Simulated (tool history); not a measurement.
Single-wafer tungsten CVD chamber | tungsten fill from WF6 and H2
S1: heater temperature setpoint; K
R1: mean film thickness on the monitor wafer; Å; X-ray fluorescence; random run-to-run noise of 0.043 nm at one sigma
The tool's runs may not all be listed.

{"run": 1, "hour": 0.0, "S1": 663.15, "chamber pressure (Torr)": 32.8, "deposition time (s)": 7.26, "R1": 176.8}
{"run": 2, "hour": 3.2, "S1": 661.15, "chamber pressure (Torr)": 32.7, "deposition time (s)": 7.26, "R1": 170.83}
{"run": 3, "hour": 6.8, "S1": 655.15, "chamber pressure (Torr)": 32.7, "deposition time (s)": 7.26, "R1": 151.92}
{"run": 4, "hour": 7.3, "S1": 654.15, "chamber pressure (Torr)": 32.7, "deposition time (s)": 7.26, "R1": 150.05}
{"run": 5, "hour": 16.0, "S1": 660.15, "chamber pressure (Torr)": 32.7, "deposition time (s)": 7.26, "R1": 167.35}
{"run": 6, "hour": 17.5, "S1": 654.15, "chamber pressure (Torr)": 32.7, "deposition time (s)": 7.26, "R1": 149.2}
{"run": 7, "hour": 20.3, "S1": 653.15, "chamber pressure (Torr)": 32.7, "deposition time (s)": 7.26, "R1": 146.23}

What does the tool deliver on the next run?
{"run": 8, "hour": 25.3, "S1": 652.15, "chamber pressure (Torr)": 32.7, "deposition time (s)": 7.26, "R1": "?"}

Logged for run 8: R1 143.42 Å.

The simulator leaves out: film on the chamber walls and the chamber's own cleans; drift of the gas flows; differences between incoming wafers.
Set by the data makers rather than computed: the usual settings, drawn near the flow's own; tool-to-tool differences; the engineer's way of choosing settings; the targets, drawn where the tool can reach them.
